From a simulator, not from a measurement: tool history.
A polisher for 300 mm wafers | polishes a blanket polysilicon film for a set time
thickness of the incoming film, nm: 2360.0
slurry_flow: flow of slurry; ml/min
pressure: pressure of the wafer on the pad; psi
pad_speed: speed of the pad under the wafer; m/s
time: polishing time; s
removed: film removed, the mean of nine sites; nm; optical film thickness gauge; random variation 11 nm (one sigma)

run	day	slurry_flow	pressure	pad_speed	time	removed
1	0.000	270	3.5	0.82	90	830.45
2	0.192	225	3.5	0.82	90	805.58
3	0.400	225	3.5	0.64	90	636.41
4	0.467	165	3.5	0.64	90	611.27
5	0.608	180	3.8	0.66	90	690.59
6	0.867	180	3.8	0.66	90	689.16
7	1.212	195	4.1	0.68	90	759.62
8	1.371	195	5.1	0.90	91	1253.50

Run 9 comes next. What will it give?
9	1.642	200	5.1	0.90	91	?

Run 9 gave removed 1255.50 nm.
